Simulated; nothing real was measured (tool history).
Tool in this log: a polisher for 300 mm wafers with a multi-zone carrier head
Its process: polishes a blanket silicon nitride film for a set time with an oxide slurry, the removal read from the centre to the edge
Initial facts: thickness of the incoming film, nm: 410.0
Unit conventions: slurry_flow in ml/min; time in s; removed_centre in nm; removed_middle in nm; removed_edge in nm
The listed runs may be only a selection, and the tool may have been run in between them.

| run | hour | slurry_flow | centre_zone | middle_zone | edge_zone | slurry_solids | time | removed_centre | removed_middle | removed_edge |
|---|---|---|---|---|---|---|---|---|---|---|
| 1 | 0.0 | 165 | 1.00 | 1.00 | 1.00 | 1.00 | 42 | 37.770 | 34.369 | 34.485 |
| 2 | 8.6 | 165 | 1.00 | 1.00 | 1.00 | 0.80 | 42 | 31.509 | 28.516 | 29.351 |
| 3 | 10.3 | 165 | 0.96 | 1.00 | 1.00 | 0.80 | 42 | 31.013 | 28.626 | 28.454 |
| 4 | 17.2 | 165 | 0.96 | 1.00 | 0.92 | 0.80 | 42 | 30.714 | 27.428 | 28.000 |
| 5 | 22.4 | 165 | 0.96 | 1.00 | 0.92 | 0.80 | 48 | 35.337 | 32.755 | 31.779 |
| 6 | 27.4 | 155 | 0.94 | 0.98 | 0.95 | 0.80 | 48 | 34.039 | 30.927 | 31.494 |
| 7 | 35.6 | 105 | 0.84 | 1.07 | 1.05 | 0.60 | 47 | 18.836 | 21.184 | 20.870 |
| 8 | 39.0 | 115 | 0.84 | 1.05 | 1.07 | 0.60 | 47 | 19.311 | 21.990 | 22.210 |
| 9 | 45.0 | 125 | 0.84 | 1.03 | 1.08 | 0.60 | 47 | 19.769 | 21.976 | 22.993 |
|  | 53.9 | centre zone pressure recalibrated |
| 10 | 53.9 | 135 | 0.84 | 1.02 | 1.09 | 0.60 | 47 | 18.364 | 22.412 | 22.725 |
| 11 | 56.2 | 100 | 0.91 | 0.92 | 1.14 | 0.85 | 49 | 27.450 | 28.875 | 34.938 |
| 12 | 58.1 | 100 | 0.90 | 0.92 | 1.13 | 0.85 | 49 | 26.693 | 27.975 | 34.124 |
| 13 | 65.6 | 100 | 0.90 | 0.92 | 1.12 | 0.85 | 49 | 27.130 | 28.613 | 33.819 |
| 14 | 74.2 | 100 | 0.90 | 0.92 | 1.11 | 0.85 | 49 | 27.196 | 29.216 | 34.407 |
| 15 | 78.8 | 105 | 0.90 | 0.93 | 1.12 | 0.85 | 49 | 27.748 | 29.311 | 35.036 |
| 16 | 86.5 | 115 | 0.89 | 0.88 | 1.03 | 0.60 | 48 | 18.789 | 19.547 | 22.339 |
| 17 | 90.9 | 130 | 0.90 | 0.88 | 1.05 | 0.60 | 48 | 19.601 | 19.886 | 23.591 |
| 18 | 94.6 | 140 | 0.90 | 0.90 | 1.07 | 0.60 | 48 | 20.351 | 20.159 | 23.787 |

Run 19 comes next. What will it give?
| 19 | 98.3 | 135 | 0.90 | 0.91 | 1.08 | 0.60 | 48 | ? | ? | ? |

removed_centre: 19.822 nm
removed_middle: 20.620 nm
removed_edge: 23.693 nm

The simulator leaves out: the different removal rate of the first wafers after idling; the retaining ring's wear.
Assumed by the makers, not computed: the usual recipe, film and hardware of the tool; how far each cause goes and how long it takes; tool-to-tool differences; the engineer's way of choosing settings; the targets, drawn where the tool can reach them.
